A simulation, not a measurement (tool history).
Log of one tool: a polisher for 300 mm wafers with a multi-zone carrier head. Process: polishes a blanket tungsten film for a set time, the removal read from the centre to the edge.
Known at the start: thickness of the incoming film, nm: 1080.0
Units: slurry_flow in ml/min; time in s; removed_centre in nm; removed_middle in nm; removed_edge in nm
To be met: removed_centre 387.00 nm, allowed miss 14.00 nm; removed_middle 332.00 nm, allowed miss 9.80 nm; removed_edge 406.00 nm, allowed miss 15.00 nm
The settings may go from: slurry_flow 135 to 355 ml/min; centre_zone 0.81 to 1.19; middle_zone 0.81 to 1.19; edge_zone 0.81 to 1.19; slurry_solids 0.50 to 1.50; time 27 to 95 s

| run | hour | slurry_flow | centre_zone | middle_zone | edge_zone | slurry_solids | time | removed_centre | removed_middle | removed_edge |
|---|---|---|---|---|---|---|---|---|---|---|
| 1 | 0.0 | 225 | 1.00 | 1.00 | 1.00 | 1.00 | 61 | 456.25 | 439.37 | 447.42 |
| 2 | 3.5 | 225 | 1.00 | 1.00 | 1.04 | 1.00 | 61 | 457.77 | 446.38 | 468.99 |
| 3 | 7.2 | 225 | 0.92 | 1.00 | 1.04 | 1.00 | 61 | 424.11 | 443.04 | 458.60 |
| 4 | 10.5 | 225 | 0.92 | 1.00 | 1.04 | 0.90 | 61 | 407.56 | 435.49 | 456.74 |
| 5 | 17.5 | 225 | 0.92 | 1.00 | 1.04 | 0.80 | 61 | 402.26 | 423.95 | 440.95 |
| 6 | 24.4 | 225 | 0.92 | 1.00 | 0.97 | 0.80 | 61 | 406.13 | 432.08 | 429.63 |
| 7 | 27.7 | 220 | 0.93 | 0.98 | 0.97 | 0.80 | 61 | 403.19 | 420.66 | 428.32 |
| 8 | 35.6 | 215 | 0.94 | 0.96 | 0.97 | 0.80 | 61 | 404.97 | 412.10 | 420.81 |
| 9 | 42.7 | 210 | 0.95 | 0.94 | 0.98 | 0.80 | 61 | 403.49 | 399.52 | 427.02 |
| 10 | 44.2 | 205 | 0.96 | 0.93 | 0.98 | 0.80 | 61 | 408.60 | 399.76 | 429.67 |
| 11 | 50.5 | 205 | 0.97 | 0.92 | 0.98 | 0.75 | 61 | 407.84 | 388.85 | 418.47 |
| 12 | 52.0 | 160 | 0.97 | 0.82 | 1.04 | 0.65 | 60 | 369.23 | 331.97 | 399.71 |

Which of these 4 next moves meets every target?
| A | 53.5 | 210 | 1.04 | 0.90 | 1.00 | 0.65 | 55 | ? | ? | ? |
| B | 53.5 | 145 | 0.92 | 0.81 | 1.10 | 0.60 | 63 | ? | ? | ? |
| C | 53.5 | 160 | 1.01 | 0.84 | 1.08 | 0.55 | 62 | ? | ? | ? |
| D | 53.5 | 255 | 0.88 | 0.82 | 0.95 | 0.65 | 57 | ? | ? | ? |

| move | removed_centre | removed_middle | removed_edge |
|---|---|---|---|
| A | 387.50 | 332.64 | 370.58 |
| B | 358.39 | 326.28 | 417.73 |
| C | 389.22 | 329.72 | 405.61 |
| D | 348.80 | 331.52 | 382.25 |
A: brings the result that was furthest off to its target, and leaves another outside
B: further off than the last run
C: meets every target
D: further off than the last run
The right move is C.

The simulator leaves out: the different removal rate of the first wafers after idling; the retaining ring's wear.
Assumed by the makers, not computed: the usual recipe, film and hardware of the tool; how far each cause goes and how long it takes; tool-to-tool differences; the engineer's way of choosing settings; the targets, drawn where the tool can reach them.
